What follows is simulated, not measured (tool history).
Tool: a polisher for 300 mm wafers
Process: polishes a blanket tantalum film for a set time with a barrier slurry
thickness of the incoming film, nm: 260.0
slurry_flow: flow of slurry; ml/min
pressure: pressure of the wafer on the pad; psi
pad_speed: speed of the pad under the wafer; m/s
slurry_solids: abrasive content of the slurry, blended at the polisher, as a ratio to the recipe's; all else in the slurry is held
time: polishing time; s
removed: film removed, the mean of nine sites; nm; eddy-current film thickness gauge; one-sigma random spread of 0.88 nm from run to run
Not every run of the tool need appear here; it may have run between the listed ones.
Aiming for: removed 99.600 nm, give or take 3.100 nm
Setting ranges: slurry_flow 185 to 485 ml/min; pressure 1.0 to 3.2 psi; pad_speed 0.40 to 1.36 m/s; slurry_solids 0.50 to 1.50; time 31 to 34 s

run  hour  slurry_flow  pressure  pad_speed  slurry_solids  time  removed
  1   0.0          310       2.1       0.88           1.00    34   58.681
  2   6.4          310       2.4       0.88           1.00    34   66.953
  3  12.3          310       2.6       0.88           1.00    34   71.866
  4  14.2          310       2.8       0.90           1.00    34   77.898
  5  20.6          310       2.8       0.78           1.00    34   71.411
  6  22.1          310       2.9       0.82           1.00    34   76.129
  7  27.1          310       3.0       0.86           1.00    34   81.915
  8  35.1          310       3.1       0.90           1.00    34   87.331
  9  38.2          310       3.1       0.92           1.00    34   89.423
 10  46.3          310       3.1       0.92           1.00    34   88.372

Exercise: of the 5 proposed moves below, exactly one satisfies all targets within the stated allowed misses. Which move is it?
  A  54.4          275       3.0       1.00           1.20    33        ?
  B  54.4          330       2.4       1.20           0.95    33        ?
  C  54.4          290       2.8       0.88           1.40    32        ?
  D  54.4          280       3.0       0.90           1.10    31        ?
  E  54.4          365       3.2       1.08           0.95    33        ?

move  removed
   A   92.792
   B   81.125
   C   79.412
   D   78.159
   E   99.078
A: nearer the targets than the last run, but a result is still out of spec
B: lands further from the targets than the last run did
C: lands further from the targets than the last run did
D: lands further from the targets than the last run did
E: every result lands within tolerance
So the answer is move E, the one that meets all the targets.
